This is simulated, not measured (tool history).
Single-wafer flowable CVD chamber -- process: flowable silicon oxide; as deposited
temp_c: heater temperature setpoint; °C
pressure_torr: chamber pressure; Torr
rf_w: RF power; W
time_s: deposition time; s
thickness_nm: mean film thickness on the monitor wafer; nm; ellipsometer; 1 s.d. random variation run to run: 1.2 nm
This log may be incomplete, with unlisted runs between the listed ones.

run	day	temp_c	pressure_torr	rf_w	time_s	thickness_nm
1	0	95	0.897	1810	672	497.2
2	0.067	97	0.897	1810	672	468.48
3	0.246	99	0.897	1810	672	443.81
4	0.521	101	0.897	1810	672	418.31
5	0.654	103	0.897	1810	672	394.13
6	0.758	104	0.897	1810	672	383.62

Run 7 comes next. What will it give?
7	0.888	105	0.897	1810	672	?

{"run 7": {"thickness_nm": 372.85}}
